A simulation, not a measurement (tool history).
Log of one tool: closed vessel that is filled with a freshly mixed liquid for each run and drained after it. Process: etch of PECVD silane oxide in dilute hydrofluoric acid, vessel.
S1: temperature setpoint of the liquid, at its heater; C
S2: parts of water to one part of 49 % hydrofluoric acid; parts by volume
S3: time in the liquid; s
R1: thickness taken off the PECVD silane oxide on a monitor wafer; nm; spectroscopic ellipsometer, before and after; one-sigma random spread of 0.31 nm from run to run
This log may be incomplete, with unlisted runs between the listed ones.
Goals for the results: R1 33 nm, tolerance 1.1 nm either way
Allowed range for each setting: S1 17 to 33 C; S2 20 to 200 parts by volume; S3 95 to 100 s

run 1 hour=0 | S1=25 S2=110 S3=95 | R1=53.896
run 2 hour=1.2 | S1=25 S2=145 S3=95 | R1=38.265
run 3 hour=7.4 | S1=28 S2=145 S3=95 | R1=43.115
run 4 hour=10.6 | S1=31 S2=145 S3=95 | R1=48.969
run 5 hour=16.8 | S1=29 S2=145 S3=95 | R1=44.635
run 6 hour=19.7 | S1=29 S2=170 S3=95 | R1=36.609
run 7 hour=26.5 | S1=28.5 S2=170 S3=95 | R1=36.134
run 8 hour=33.3 | S1=28 S2=170 S3=95 | R1=35.91
run 9 hour=34.5 | S1=27.5 S2=170 S3=95 | R1=35.106

Exactly one of the 5 candidate moves below puts every result within its allowed miss. Which one?
run A hour=35.7 | S1=28.5 S2=175 S3=100 | R1=?
run B hour=35.7 | S1=27 S2=165 S3=95 | R1=?
run C hour=35.7 | S1=27 S2=165 S3=100 | R1=?
run D hour=35.7 | S1=27.5 S2=175 S3=100 | R1=?
run E hour=35.7 | S1=26 S2=180 S3=100 | R1=?

move=A R1=37.392
move=B R1=36.072
move=C R1=37.971
move=D R1=36.056
move=E R1=32.99
A: the biggest miss grows against the last run
B: the biggest miss grows against the last run
C: the biggest miss grows against the last run
D: the biggest miss grows against the last run
E: all results land within tolerance of their targets
Go with E: it meets all targets.
